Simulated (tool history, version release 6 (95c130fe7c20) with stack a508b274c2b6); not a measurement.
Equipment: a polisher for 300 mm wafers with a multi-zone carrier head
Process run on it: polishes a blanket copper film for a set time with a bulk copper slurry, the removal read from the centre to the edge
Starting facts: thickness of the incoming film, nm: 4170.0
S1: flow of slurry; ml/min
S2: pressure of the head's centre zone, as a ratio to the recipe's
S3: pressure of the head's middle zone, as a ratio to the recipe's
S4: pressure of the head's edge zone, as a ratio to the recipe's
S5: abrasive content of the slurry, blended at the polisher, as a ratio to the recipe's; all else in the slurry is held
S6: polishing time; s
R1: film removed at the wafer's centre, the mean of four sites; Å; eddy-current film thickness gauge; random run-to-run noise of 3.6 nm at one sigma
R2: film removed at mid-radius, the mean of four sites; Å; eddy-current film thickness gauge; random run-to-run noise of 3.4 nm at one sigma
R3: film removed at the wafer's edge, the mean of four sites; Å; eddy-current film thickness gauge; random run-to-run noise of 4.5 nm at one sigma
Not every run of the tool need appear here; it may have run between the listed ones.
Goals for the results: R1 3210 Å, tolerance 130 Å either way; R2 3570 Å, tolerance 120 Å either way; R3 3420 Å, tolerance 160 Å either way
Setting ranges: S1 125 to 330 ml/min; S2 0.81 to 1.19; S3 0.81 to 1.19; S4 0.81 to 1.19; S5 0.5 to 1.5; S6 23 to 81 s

| run | hour | S1 | S2 | S3 | S4 | S5 | S6 | R1 | R2 | R3 |
|---|---|---|---|---|---|---|---|---|---|---|
| 1 | 0 | 210 | 1 | 1 | 1 | 1 | 52 | 5240.8 | 5027.6 | 5129 |
| 2 | 3.1 | 210 | 1 | 1 | 1 | 1.15 | 52 | 5416 | 5187.9 | 5180.3 |
| 3 | 10.5 | 210 | 1 | 1 | 0.96 | 1.15 | 52 | 5442.3 | 5121.3 | 5041.8 |
| 4 | 18.3 | 205 | 0.97 | 1.01 | 0.94 | 1.05 | 49 | 4799.8 | 4849.5 | 4681.4 |
| 5 | 21.1 | 205 | 0.96 | 1.01 | 0.93 | 0.95 | 47 | 4524 | 4540.1 | 4439.9 |
| 6 | 30 | 200 | 0.94 | 1.01 | 0.92 | 0.9 | 45 | 4193.6 | 4326 | 4052.8 |
| 7 | 31.1 | 155 | 0.84 | 0.91 | 0.97 | 0.65 | 42 | 3314.4 | 3457.3 | 3754.8 |
|  | 37.4 | centre zone pressure recalibrated |
| 8 | 37.4 | 155 | 0.84 | 0.92 | 0.95 | 0.65 | 42 | 3098 | 3465.3 | 3608 |
| 9 | 45.6 | 160 | 0.85 | 0.93 | 0.94 | 0.65 | 42 | 3146.5 | 3510.1 | 3627.9 |
| 10 | 52.2 | 165 | 0.86 | 0.94 | 0.93 | 0.65 | 42 | 3128.1 | 3525.6 | 3711.2 |
| 11 | 54.9 | 160 | 0.87 | 0.96 | 0.94 | 0.7 | 41 | 3088.7 | 3560.5 | 3641.6 |
| 12 | 63.4 | 165 | 0.87 | 0.96 | 0.92 | 0.7 | 41 | 3161.1 | 3522.5 | 3649.8 |

5 next moves are on the table. One of them brings every result within its allowed miss. Which?
| A | 71.9 | 155 | 0.85 | 0.86 | 0.91 | 0.5 | 45 | ? | ? | ? |
| B | 71.9 | 130 | 0.83 | 0.84 | 0.95 | 0.5 | 47 | ? | ? | ? |
| C | 71.9 | 135 | 0.83 | 0.87 | 0.91 | 0.5 | 45 | ? | ? | ? |
| D | 71.9 | 190 | 0.9 | 0.97 | 1.03 | 0.6 | 41 | ? | ? | ? |
| E | 71.9 | 240 | 0.9 | 0.98 | 0.89 | 0.85 | 38 | ? | ? | ? |

| move | R1 | R2 | R3 |
|---|---|---|---|
| A | 3214.7 | 3544.6 | 3771.4 |
| B | 3219.8 | 3574.8 | 3974.2 |
| C | 3095.2 | 3535 | 3737.3 |
| D | 3224.5 | 3696.9 | 3752.7 |
| E | 3177 | 3665.7 | 3424.4 |
A: moves away from the targets compared with the last run
B: moves away from the targets compared with the last run
C: moves away from the targets compared with the last run
D: moves away from the targets compared with the last run
E: in spec on every target
The right move is E.
